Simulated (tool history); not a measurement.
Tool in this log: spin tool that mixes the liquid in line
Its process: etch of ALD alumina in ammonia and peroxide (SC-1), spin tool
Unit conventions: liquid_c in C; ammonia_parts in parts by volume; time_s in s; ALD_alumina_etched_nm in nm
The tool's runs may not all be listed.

run	hour	liquid_c	ammonia_parts	time_s	ALD_alumina_etched_nm
1	0	56	1	215	13.088
2	4.9	53	1	215	11.193
3	13.7	55	1	215	12.392
4	20.7	55	1	225	13.113
5	28.9	52	1	225	10.962
6	31.4	49	1	225	9.4365
7	39.9	57	1.05	225	14.503
8	48.3	57.5	1.05	225	14.924

Run 9 comes next. What will it give?
9	53.8	58	1.05	225	?

For run 9 the tool returned ALD_alumina_etched_nm 15.27 nm.

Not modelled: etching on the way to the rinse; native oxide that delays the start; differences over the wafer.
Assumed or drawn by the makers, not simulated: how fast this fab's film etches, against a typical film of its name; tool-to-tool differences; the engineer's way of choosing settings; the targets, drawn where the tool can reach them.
